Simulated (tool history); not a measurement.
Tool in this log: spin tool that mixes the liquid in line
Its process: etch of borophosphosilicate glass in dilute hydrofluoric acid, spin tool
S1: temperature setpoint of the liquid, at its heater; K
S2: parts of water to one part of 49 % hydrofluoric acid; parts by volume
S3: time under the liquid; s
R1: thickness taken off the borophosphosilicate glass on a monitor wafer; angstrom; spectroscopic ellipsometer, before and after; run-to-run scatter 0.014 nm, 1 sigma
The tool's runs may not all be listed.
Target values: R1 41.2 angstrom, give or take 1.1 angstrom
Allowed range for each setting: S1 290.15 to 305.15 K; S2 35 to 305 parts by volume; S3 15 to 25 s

run	hour	S1	S2	S3	R1
1	0	297.15	170	25	69.237
2	1.9	295.15	185	25	58.061
3	2.6	293.65	195	25	51.465
4	10.5	292.65	200	25	47.822
5	11.2	292.15	205	25	45.732
6	19.2	292.15	205	25	45.61
7	23.3	291.65	205	25	44.796
8	29.2	291.15	205	25	43.852
9	34.5	290.65	205	25	43.275

Exactly one of the 5 candidate moves below puts every result within its allowed miss. Which one?
A	39.8	290.65	200	25	?
B	39.8	290.15	125	15	?
C	39.8	290.15	135	15	?
D	39.8	290.15	190	25	?
E	39.8	292.65	220	25	?

move	R1
A	44.45
B	44.942
C	41.201
D	46.293
E	42.878
A: the biggest miss grows against the last run
B: the biggest miss grows against the last run
C: meets every target
D: the biggest miss grows against the last run
E: nearer the targets than the last run, but a result is still out of spec
Correct choice: C, which meets every target
